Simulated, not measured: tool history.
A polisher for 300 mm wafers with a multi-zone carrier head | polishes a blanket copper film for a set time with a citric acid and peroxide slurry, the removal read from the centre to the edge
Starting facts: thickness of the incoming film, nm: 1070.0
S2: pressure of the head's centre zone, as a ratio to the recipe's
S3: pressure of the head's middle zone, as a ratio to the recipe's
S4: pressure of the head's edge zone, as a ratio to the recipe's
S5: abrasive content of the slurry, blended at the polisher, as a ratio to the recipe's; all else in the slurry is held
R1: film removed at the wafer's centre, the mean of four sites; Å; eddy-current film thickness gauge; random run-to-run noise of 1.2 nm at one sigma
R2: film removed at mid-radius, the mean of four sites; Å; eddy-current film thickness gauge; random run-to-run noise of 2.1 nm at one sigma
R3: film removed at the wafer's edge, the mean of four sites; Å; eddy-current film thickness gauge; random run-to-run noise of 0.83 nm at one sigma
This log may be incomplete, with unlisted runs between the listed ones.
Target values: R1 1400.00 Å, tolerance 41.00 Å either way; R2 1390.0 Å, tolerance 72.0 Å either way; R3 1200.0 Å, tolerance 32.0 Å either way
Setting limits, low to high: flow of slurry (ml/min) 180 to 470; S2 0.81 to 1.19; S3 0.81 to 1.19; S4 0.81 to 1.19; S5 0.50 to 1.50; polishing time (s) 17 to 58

Run 1, hour 0.0: flow of slurry (ml/min) 300, S2 1.00, S3 1.00, S4 1.00, S5 1.00, polishing time (s) 37. Result: R1 995.54 Å, R2 1148.6 Å, R3 1139.2 Å.
Run 2, hour 7.9: flow of slurry (ml/min) 300, S2 0.96, S3 1.00, S4 1.00, S5 1.00, polishing time (s) 37. Result: R1 965.49 Å, R2 1158.2 Å, R3 1131.2 Å.
Run 3, hour 15.7: flow of slurry (ml/min) 350, S2 1.04, S3 1.02, S4 0.93, S5 1.10, polishing time (s) 37. Result: R1 1077.60 Å, R2 1208.5 Å, R3 1142.1 Å.
Run 4, hour 20.6: flow of slurry (ml/min) 380, S2 1.09, S3 1.04, S4 0.89, S5 1.20, polishing time (s) 37. Result: R1 1168.10 Å, R2 1225.4 Å, R3 1141.0 Å.
Run 5, hour 25.3: flow of slurry (ml/min) 380, S2 1.09, S3 1.04, S4 0.89, S5 1.30, polishing time (s) 37. Result: R1 1173.20 Å, R2 1276.6 Å, R3 1163.6 Å.
Run 6, hour 28.3: flow of slurry (ml/min) 395, S2 1.12, S3 1.05, S4 0.86, S5 1.35, polishing time (s) 38. Result: R1 1267.10 Å, R2 1329.3 Å, R3 1189.0 Å.
Run 7, hour 32.2: flow of slurry (ml/min) 420, S2 1.19, S3 1.10, S4 0.85, S5 1.40, polishing time (s) 38. Result: R1 1342.90 Å, R2 1389.1 Å, R3 1189.1 Å.
Run 8, hour 39.4: flow of slurry (ml/min) 425, S2 1.19, S3 1.09, S4 0.84, S5 1.40, polishing time (s) 38. Result: R1 1374.50 Å, R2 1421.7 Å, R3 1187.6 Å.
Run 9, hour 42.1: flow of slurry (ml/min) 425, S2 1.19, S3 1.09, S4 0.84, S5 1.40, polishing time (s) 38. Result: R1 1367.40 Å, R2 1374.7 Å, R3 1186.8 Å.

Exactly one of the 4 candidate moves below puts every result within its allowed miss. Which one?
Run A, hour 44.8: flow of slurry (ml/min) 355, S2 1.13, S3 0.99, S4 0.91, S5 1.50, polishing time (s) 38. Result: R1 ?, R2 ?, R3 ?.
Run B, hour 44.8: flow of slurry (ml/min) 445, S2 1.19, S3 1.14, S4 0.85, S5 1.50, polishing time (s) 36. Result: R1 ?, R2 ?, R3 ?.
Run C, hour 44.8: flow of slurry (ml/min) 405, S2 1.13, S3 1.18, S4 0.93, S5 1.15, polishing time (s) 39. Result: R1 ?, R2 ?, R3 ?.
Run D, hour 44.8: flow of slurry (ml/min) 470, S2 1.19, S3 1.06, S4 0.82, S5 1.40, polishing time (s) 39. Result: R1 ?, R2 ?, R3 ?.

move       R1      R2      R3
   A  1292.50  1285.9  1227.2
   B  1314.80  1397.0  1142.9
   C  1271.90  1466.5  1210.0
   D  1408.60  1406.6  1207.4
A: moves away from the targets compared with the last run
B: moves away from the targets compared with the last run
C: moves away from the targets compared with the last run
D: every result lands within tolerance
Move D is the one to make.
